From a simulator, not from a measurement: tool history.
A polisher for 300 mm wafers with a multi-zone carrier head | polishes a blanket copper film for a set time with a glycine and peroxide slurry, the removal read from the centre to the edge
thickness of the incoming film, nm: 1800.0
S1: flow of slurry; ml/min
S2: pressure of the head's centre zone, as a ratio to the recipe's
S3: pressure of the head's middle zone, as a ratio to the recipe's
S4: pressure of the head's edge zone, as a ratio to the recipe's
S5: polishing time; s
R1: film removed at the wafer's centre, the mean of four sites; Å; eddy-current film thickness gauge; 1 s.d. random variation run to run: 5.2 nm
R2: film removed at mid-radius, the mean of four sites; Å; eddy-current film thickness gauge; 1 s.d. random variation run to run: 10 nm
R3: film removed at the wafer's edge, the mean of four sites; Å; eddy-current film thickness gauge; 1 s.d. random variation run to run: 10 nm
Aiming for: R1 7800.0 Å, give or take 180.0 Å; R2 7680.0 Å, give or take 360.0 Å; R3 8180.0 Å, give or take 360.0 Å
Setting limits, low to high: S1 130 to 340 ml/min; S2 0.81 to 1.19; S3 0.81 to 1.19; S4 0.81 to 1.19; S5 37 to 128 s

{"run": 1, "hour": 0.0, "S1": 220, "S2": 1.0, "S3": 1.0, "S4": 1.0, "S5": 82, "R1": 5885.6, "R2": 6086.7, "R3": 5996.8}
{"run": 2, "hour": 4.5, "S1": 220, "S2": 1.01, "S3": 1.0, "S4": 1.02, "S5": 85, "R1": 6116.1, "R2": 6324.7, "R3": 6423.2}
{"run": 3, "hour": 6.4, "S1": 220, "S2": 1.01, "S3": 1.0, "S4": 1.02, "S5": 75, "R1": 5419.3, "R2": 5439.9, "R3": 5519.5}
{"run": 4, "hour": 10.9, "S1": 220, "S2": 1.01, "S3": 1.0, "S4": 1.02, "S5": 59, "R1": 4234.7, "R2": 4247.1, "R3": 4310.3}
{"run": 5, "hour": 14.0, "S1": 225, "S2": 1.02, "S3": 1.01, "S4": 1.04, "S5": 64, "R1": 4659.9, "R2": 4708.5, "R3": 4865.0}
{"run": 6, "hour": 18.4, "S1": 225, "S2": 1.02, "S3": 0.93, "S4": 1.04, "S5": 64, "R1": 4702.6, "R2": 4432.9, "R3": 4726.6}
{"run": 7, "hour": 24.7, "S1": 235, "S2": 1.04, "S3": 0.96, "S4": 1.06, "S5": 68, "R1": 5108.2, "R2": 4987.4, "R3": 5084.0}
{"run": 8, "hour": 29.2, "S1": 220, "S2": 1.05, "S3": 0.97, "S4": 1.08, "S5": 72, "R1": 5391.6, "R2": 5215.6, "R3": 5534.9}
{"run": 9, "hour": 37.1, "S1": 220, "S2": 1.07, "S3": 0.98, "S4": 1.1, "S5": 75, "R1": 5672.4, "R2": 5530.8, "R3": 5644.8}
{"run": 10, "hour": 37.8, "S1": 220, "S2": 1.07, "S3": 0.97, "S4": 1.11, "S5": 78, "R1": 5942.6, "R2": 5578.0, "R3": 5911.3}
{"run": 11, "hour": 44.8, "S1": 235, "S2": 1.04, "S3": 1.05, "S4": 1.19, "S5": 101, "R1": 7535.7, "R2": 7722.4, "R3": 7968.1}
{"run": 12, "hour": 49.9, "S1": 235, "S2": 1.04, "S3": 1.04, "S4": 1.19, "S5": 101, "R1": 7571.2, "R2": 7679.8, "R3": 8032.5}

Which one of the following 5 next-run settings gets every result inside its allowed miss? There is exactly one.
{"run": "A", "hour": 55.0, "S1": 225, "S2": 0.96, "S3": 1.01, "S4": 1.17, "S5": 119, "R1": "?", "R2": "?", "R3": "?"}
{"run": "B", "hour": 55.0, "S1": 190, "S2": 1.05, "S3": 1.0, "S4": 1.16, "S5": 107, "R1": "?", "R2": "?", "R3": "?"}
{"run": "C", "hour": 55.0, "S1": 220, "S2": 1.11, "S3": 1.14, "S4": 1.14, "S5": 105, "R1": "?", "R2": "?", "R3": "?"}
{"run": "D", "hour": 55.0, "S1": 225, "S2": 0.99, "S3": 1.14, "S4": 1.16, "S5": 105, "R1": "?", "R2": "?", "R3": "?"}
{"run": "E", "hour": 55.0, "S1": 210, "S2": 1.02, "S3": 1.07, "S4": 1.1, "S5": 107, "R1": "?", "R2": "?", "R3": "?"}

move=A R1=8160.8 R2=9021.4 R3=9403.1
move=B R1=7850.2 R2=7877.7 R3=8294.7
move=C R1=8318.6 R2=8797.2 R3=8164.1
move=D R1=7434.3 R2=8825.2 R3=8248.2
move=E R1=7734.0 R2=8449.2 R3=8155.0
A: the result that was furthest off in the last run now lies on the other side of its target
B: each result inside its tolerance
C: the result that was furthest off in the last run now lies on the other side of its target
D: lands further from the targets than the last run did
E: the worst result of the last run now meets its target, but another is out of spec
B is the move that brings every result within its allowed miss.

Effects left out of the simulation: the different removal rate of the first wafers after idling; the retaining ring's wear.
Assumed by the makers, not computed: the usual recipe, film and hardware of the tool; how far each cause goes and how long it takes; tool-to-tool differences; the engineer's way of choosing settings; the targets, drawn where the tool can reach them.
